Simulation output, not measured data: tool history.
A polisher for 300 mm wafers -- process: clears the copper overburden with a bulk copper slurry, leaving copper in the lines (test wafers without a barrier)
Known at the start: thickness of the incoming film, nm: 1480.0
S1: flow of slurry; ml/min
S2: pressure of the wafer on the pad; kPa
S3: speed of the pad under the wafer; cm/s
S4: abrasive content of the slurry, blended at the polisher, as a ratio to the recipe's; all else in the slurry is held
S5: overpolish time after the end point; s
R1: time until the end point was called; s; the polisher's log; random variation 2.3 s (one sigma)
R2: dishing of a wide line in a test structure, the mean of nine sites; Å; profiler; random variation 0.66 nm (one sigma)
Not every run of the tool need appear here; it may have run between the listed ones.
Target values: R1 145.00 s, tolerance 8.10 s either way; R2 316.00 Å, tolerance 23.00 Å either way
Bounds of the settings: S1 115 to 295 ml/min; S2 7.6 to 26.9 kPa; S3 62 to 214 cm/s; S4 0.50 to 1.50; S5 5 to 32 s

{"run": 1, "hour": 0.0, "S1": 190, "S2": 17.2, "S3": 138, "S4": 1.0, "S5": 16, "R1": 157.93, "R2": 538.93}
{"run": 2, "hour": 3.0, "S1": 190, "S2": 17.2, "S3": 138, "S4": 1.1, "S5": 16, "R1": 155.38, "R2": 562.38}
{"run": 3, "hour": 11.7, "S1": 190, "S2": 17.2, "S3": 138, "S4": 0.95, "S5": 16, "R1": 156.6, "R2": 541.96}
{"run": 4, "hour": 14.4, "S1": 190, "S2": 17.2, "S3": 138, "S4": 0.95, "S5": 19, "R1": 151.99, "R2": 565.92}
{"run": 5, "hour": 18.8, "S1": 190, "S2": 17.2, "S3": 138, "S4": 0.8, "S5": 19, "R1": 160.97, "R2": 561.4}
{"run": 6, "hour": 22.1, "S1": 205, "S2": 15.9, "S3": 148, "S4": 0.75, "S5": 17, "R1": 156.76, "R2": 555.26}
{"run": 7, "hour": 23.3, "S1": 190, "S2": 16.5, "S3": 146, "S4": 0.75, "S5": 15, "R1": 159.61, "R2": 522.15}
{"run": 8, "hour": 27.8, "S1": 180, "S2": 16.5, "S3": 148, "S4": 0.7, "S5": 14, "R1": 159.41, "R2": 520.12}
{"run": 9, "hour": 29.2, "S1": 170, "S2": 16.5, "S3": 150, "S4": 0.65, "S5": 13, "R1": 158.0, "R2": 496.07}
{"run": 10, "hour": 31.1, "S1": 120, "S2": 11.7, "S3": 188, "S4": 0.5, "S5": 5, "R1": 187.39, "R2": 262.04}

Consider the 5 candidate settings below. Which is the only one whose results all fall within their allowed miss of target?
{"run": "A", "hour": 33.0, "S1": 120, "S2": 15.2, "S3": 196, "S4": 0.6, "S5": 5, "R1": "?", "R2": "?"}
{"run": "B", "hour": 33.0, "S1": 125, "S2": 13.8, "S3": 112, "S4": 0.5, "S5": 10, "R1": "?", "R2": "?"}
{"run": "C", "hour": 33.0, "S1": 115, "S2": 14.5, "S3": 192, "S4": 0.5, "S5": 7, "R1": "?", "R2": "?"}
{"run": "D", "hour": 33.0, "S1": 150, "S2": 10.3, "S3": 180, "S4": 0.5, "S5": 9, "R1": "?", "R2": "?"}
{"run": "E", "hour": 33.0, "S1": 115, "S2": 12.4, "S3": 204, "S4": 0.5, "S5": 5, "R1": "?", "R2": "?"}

move=A R1=140.24 R2=314.90
move=B R1=264.65 R2=325.35
move=C R1=153.94 R2=365.79
move=D R1=201.44 R2=353.35
move=E R1=164.42 R2=279.50
A: hits every target within its allowed miss
B: moves away from the targets compared with the last run
C: gains on the last run, yet a result remains outside its allowed miss
D: moves away from the targets compared with the last run
E: gains on the last run, yet a result remains outside its allowed miss
Move A is the one to make.
